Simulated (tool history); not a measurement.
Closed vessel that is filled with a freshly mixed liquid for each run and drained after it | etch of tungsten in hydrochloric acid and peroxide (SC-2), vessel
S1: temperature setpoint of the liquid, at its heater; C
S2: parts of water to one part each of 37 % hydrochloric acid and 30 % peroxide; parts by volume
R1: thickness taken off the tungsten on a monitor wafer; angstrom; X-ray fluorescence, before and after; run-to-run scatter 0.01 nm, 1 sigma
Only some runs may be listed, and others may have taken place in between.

{"run": 1, "day": 0.0, "S1": 48.0, "S2": 5.0, "time in the liquid (s)": 30, "R1": 103.02}
{"run": 2, "day": 0.225, "S1": 45.0, "S2": 5.5, "time in the liquid (s)": 30, "R1": 78.66}
{"run": 3, "day": 0.525, "S1": 45.0, "S2": 5.5, "time in the liquid (s)": 30, "R1": 78.158}
{"run": 4, "day": 0.758, "S1": 52.0, "S2": 5.5, "time in the liquid (s)": 30, "R1": 125.18}
{"run": 5, "day": 0.846, "S1": 52.0, "S2": 5.5, "time in the liquid (s)": 30, "R1": 124.48}
{"run": 6, "day": 1.05, "S1": 48.0, "S2": 6.0, "time in the liquid (s)": 30, "R1": 90.194}
{"run": 7, "day": 1.362, "S1": 45.0, "S2": 6.5, "time in the liquid (s)": 30, "R1": 68.953}
{"run": 8, "day": 1.625, "S1": 37.0, "S2": 7.5, "time in the liquid (s)": 30, "R1": 34.961}

What will run 9 give?
{"run": 9, "day": 1.788, "S1": 36.5, "S2": 7.5, "time in the liquid (s)": 30, "R1": "?"}

Logged for run 9: R1 33.733 angstrom.
